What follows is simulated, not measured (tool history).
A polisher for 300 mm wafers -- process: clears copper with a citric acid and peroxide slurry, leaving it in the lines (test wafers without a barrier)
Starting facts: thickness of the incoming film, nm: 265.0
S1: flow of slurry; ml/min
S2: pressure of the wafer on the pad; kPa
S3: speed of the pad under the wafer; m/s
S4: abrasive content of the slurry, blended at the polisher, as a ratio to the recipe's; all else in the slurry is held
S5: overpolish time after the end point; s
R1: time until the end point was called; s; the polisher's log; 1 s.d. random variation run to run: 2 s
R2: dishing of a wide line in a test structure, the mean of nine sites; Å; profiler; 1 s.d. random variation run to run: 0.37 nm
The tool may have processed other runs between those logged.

Run 1, hour 0.0: S1 210 ml/min, S2 20.7 kPa, S3 0.92 m/s, S4 1.00, S5 16 s. Result: R1 154.01 s, R2 236.98 Å.
Run 2, hour 7.3: S1 210 ml/min, S2 20.7 kPa, S3 0.92 m/s, S4 1.00, S5 14 s. Result: R1 152.18 s, R2 207.73 Å.
Run 3, hour 9.5: S1 210 ml/min, S2 20.7 kPa, S3 0.92 m/s, S4 1.15, S5 14 s. Result: R1 149.84 s, R2 220.55 Å.
Run 4, hour 11.2: S1 210 ml/min, S2 22.1 kPa, S3 0.92 m/s, S4 1.10, S5 13 s. Result: R1 145.65 s, R2 202.87 Å.
Run 5, hour 16.0: S1 210 ml/min, S2 23.4 kPa, S3 0.92 m/s, S4 1.10, S5 13 s. Result: R1 142.23 s, R2 218.00 Å.
Run 6, hour 18.3: S1 205 ml/min, S2 24.8 kPa, S3 0.96 m/s, S4 1.10, S5 12 s. Result: R1 127.19 s, R2 216.81 Å.
Run 7, hour 19.6: S1 205 ml/min, S2 25.5 kPa, S3 0.96 m/s, S4 1.10, S5 12 s. Result: R1 129.92 s, R2 217.97 Å.

What will run 8 give?
Run 8, hour 23.6: S1 205 ml/min, S2 26.2 kPa, S3 0.98 m/s, S4 1.10, S5 11 s. Result: R1 ?, R2 ?.

R1: 124.49 s
R2: 200.86 Å

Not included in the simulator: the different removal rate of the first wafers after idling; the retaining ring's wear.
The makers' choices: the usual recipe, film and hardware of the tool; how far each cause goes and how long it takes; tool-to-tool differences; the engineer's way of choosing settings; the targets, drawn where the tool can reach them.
